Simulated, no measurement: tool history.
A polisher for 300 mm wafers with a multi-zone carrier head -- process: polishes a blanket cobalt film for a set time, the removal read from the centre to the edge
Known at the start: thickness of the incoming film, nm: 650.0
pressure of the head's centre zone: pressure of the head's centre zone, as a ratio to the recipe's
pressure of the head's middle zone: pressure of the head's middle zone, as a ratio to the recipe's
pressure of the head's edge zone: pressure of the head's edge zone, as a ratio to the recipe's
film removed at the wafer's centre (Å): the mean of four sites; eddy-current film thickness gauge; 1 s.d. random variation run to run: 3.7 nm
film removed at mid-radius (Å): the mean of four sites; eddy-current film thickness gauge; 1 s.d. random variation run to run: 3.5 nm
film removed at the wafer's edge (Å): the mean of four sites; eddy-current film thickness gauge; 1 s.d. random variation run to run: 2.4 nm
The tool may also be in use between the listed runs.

| run | hour | flow of slurry (ml/min) | pressure of the head's centre zone | pressure of the head's middle zone | pressure of the head's edge zone | polishing time (s) | film removed at the wafer's centre (Å) | film removed at mid-radius (Å) | film removed at the wafer's edge (Å) |
|---|---|---|---|---|---|---|---|---|---|
| 1 | 0.0 | 130 | 1.00 | 1.00 | 1.00 | 45 | 2545.3 | 2615.1 | 2684.9 |
| 2 | 6.4 | 140 | 1.00 | 1.00 | 1.00 | 45 | 2577.1 | 2606.0 | 2695.4 |
| 3 | 11.8 | 140 | 1.00 | 1.00 | 1.06 | 45 | 2630.6 | 2672.6 | 2784.2 |
| 4 | 16.4 | 150 | 1.04 | 1.03 | 1.09 | 48 | 2909.6 | 2948.0 | 3021.6 |
| 5 | 22.8 | 160 | 1.08 | 1.05 | 1.09 | 51 | 3271.4 | 3154.0 | 3233.2 |
| 6 | 28.8 | 160 | 1.08 | 0.98 | 1.09 | 51 | 3239.7 | 3001.9 | 3249.3 |
| 7 | 29.9 | 195 | 1.18 | 1.08 | 1.15 | 56 | 4005.1 | 3675.9 | 3723.1 |

Predict the results of run 8:
| 8 | 30.6 | 195 | 1.18 | 1.09 | 1.14 | 56 | ? | ? | ? |

Run 8 gave film removed at the wafer's centre (Å) 4037.5, film removed at mid-radius (Å) 3734.9, film removed at the wafer's edge (Å) 3727.2.
